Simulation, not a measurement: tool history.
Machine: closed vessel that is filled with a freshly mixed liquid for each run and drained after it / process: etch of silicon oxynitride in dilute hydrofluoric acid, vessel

run	day	temperature setpoint of the liquid (C)	parts of water to one part of 49 % hydrofluoric acid (parts by volume)	time in the liquid (s)	thickness taken off the silicon oxynitride on a monitor wafer (Å)
1	0	24	250	170	29.002
2	0.321	25.5	230	170	33.901
3	0.35	27	215	170	39.889
4	0.646	28	210	170	41.837
# day 0.788: thermometer replaced
5	0.788	28	210	100	23.261
6	0.854	28	270	100	17.549
7	0.95	26	240	100	18.131

Run 8 comes next. What will it give?
8	1.292	27	210	100	?

For run 8 the tool returned thickness taken off the silicon oxynitride on a monitor wafer (Å) 22.314.

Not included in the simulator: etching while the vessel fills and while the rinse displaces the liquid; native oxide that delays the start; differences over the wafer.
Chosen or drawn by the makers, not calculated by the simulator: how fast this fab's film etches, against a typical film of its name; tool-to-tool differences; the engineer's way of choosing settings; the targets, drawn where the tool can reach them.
